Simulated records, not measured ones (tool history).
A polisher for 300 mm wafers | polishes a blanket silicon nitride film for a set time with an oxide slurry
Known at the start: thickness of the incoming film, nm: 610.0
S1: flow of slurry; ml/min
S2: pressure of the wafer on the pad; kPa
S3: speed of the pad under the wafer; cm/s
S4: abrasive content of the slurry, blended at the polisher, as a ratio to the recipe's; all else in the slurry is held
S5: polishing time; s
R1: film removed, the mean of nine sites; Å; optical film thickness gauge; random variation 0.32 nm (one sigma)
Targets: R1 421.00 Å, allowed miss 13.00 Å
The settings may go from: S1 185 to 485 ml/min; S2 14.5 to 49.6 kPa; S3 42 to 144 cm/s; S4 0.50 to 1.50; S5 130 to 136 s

run 1 day=0.000 | S1=310 S2=31.7 S3=92 S4=1.00 S5=130 | R1=738.10
run 2 day=0.329 | S1=310 S2=31.7 S3=76 S4=1.00 S5=130 | R1=633.22
run 3 day=0.367 | S1=310 S2=28.3 S3=76 S4=1.00 S5=130 | R1=564.91
run 4 day=0.725 | S1=310 S2=28.3 S3=66 S4=1.00 S5=130 | R1=502.45
run 5 day=0.929 | S1=375 S2=28.3 S3=66 S4=1.00 S5=130 | R1=524.41
run 6 day=1.229 | S1=375 S2=28.3 S3=66 S4=1.20 S5=130 | R1=562.05
run 7 day=1.496 | S1=370 S2=26.2 S3=66 S4=1.20 S5=130 | R1=514.99
run 8 day=1.712 | S1=365 S2=24.8 S3=66 S4=1.20 S5=130 | R1=497.19
run 9 day=1.846 | S1=360 S2=23.4 S3=66 S4=1.20 S5=130 | R1=464.63
run 10 day=1.933 | S1=350 S2=22.8 S3=66 S4=1.20 S5=130 | R1=451.23
run 11 day=2.029 | S1=340 S2=22.1 S3=66 S4=1.20 S5=130 | R1=438.90

Which of these 5 next moves meets every target?
run A day=2.125 | S1=310 S2=26.9 S3=52 S4=1.45 S5=130 | R1=?
run B day=2.125 | S1=285 S2=24.8 S3=52 S4=1.20 S5=136 | R1=?
run C day=2.125 | S1=360 S2=24.1 S3=58 S4=1.30 S5=136 | R1=?
run D day=2.125 | S1=390 S2=23.4 S3=64 S4=1.10 S5=134 | R1=?
run E day=2.125 | S1=285 S2=23.4 S3=64 S4=1.15 S5=136 | R1=?

move=A R1=471.21
move=B R1=419.08
move=C R1=470.42
move=D R1=456.30
move=E R1=459.67
A: further off than the last run
B: meets every target
C: further off than the last run
D: further off than the last run
E: further off than the last run
Move B is the one to make.
